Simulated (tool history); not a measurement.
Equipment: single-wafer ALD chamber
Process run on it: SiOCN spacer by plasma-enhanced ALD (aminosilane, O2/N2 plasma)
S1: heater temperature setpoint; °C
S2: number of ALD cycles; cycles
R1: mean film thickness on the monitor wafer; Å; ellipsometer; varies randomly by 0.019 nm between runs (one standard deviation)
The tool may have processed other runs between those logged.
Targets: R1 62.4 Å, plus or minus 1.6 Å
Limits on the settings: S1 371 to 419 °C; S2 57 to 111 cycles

{"run": 1, "hour": 0.0, "S1": 395, "S2": 84, "R1": 52.109}
{"run": 2, "hour": 8.8, "S1": 395, "S2": 76, "R1": 47.095}
{"run": 3, "hour": 16.6, "S1": 395, "S2": 83, "R1": 51.183}
{"run": 4, "hour": 19.1, "S1": 386, "S2": 83, "R1": 51.493}
{"run": 5, "hour": 22.9, "S1": 386, "S2": 88, "R1": 54.588}
{"run": 6, "hour": 30.4, "S1": 386, "S2": 92, "R1": 56.553}
{"run": 7, "hour": 37.3, "S1": 386, "S2": 95, "R1": 58.626}
{"run": 8, "hour": 42.5, "S1": 386, "S2": 97, "R1": 59.939}
{"run": 9, "hour": 50.9, "S1": 386, "S2": 98, "R1": 60.507}

Exercise: of the 4 proposed moves below, exactly one satisfies all targets within the stated allowed misses. Which move is it?
{"run": "A", "hour": 59.3, "S1": 389, "S2": 95, "R1": "?"}
{"run": "B", "hour": 59.3, "S1": 397, "S2": 94, "R1": "?"}
{"run": "C", "hour": 59.3, "S1": 386, "S2": 96, "R1": "?"}
{"run": "D", "hour": 59.3, "S1": 397, "S2": 101, "R1": "?"}

move=A R1=58.551
move=B R1=57.935
move=C R1=59.167
move=D R1=62.249
A: misses by more than the last run did
B: misses by more than the last run did
C: misses by more than the last run did
D: every result lands within tolerance
The right move is D.

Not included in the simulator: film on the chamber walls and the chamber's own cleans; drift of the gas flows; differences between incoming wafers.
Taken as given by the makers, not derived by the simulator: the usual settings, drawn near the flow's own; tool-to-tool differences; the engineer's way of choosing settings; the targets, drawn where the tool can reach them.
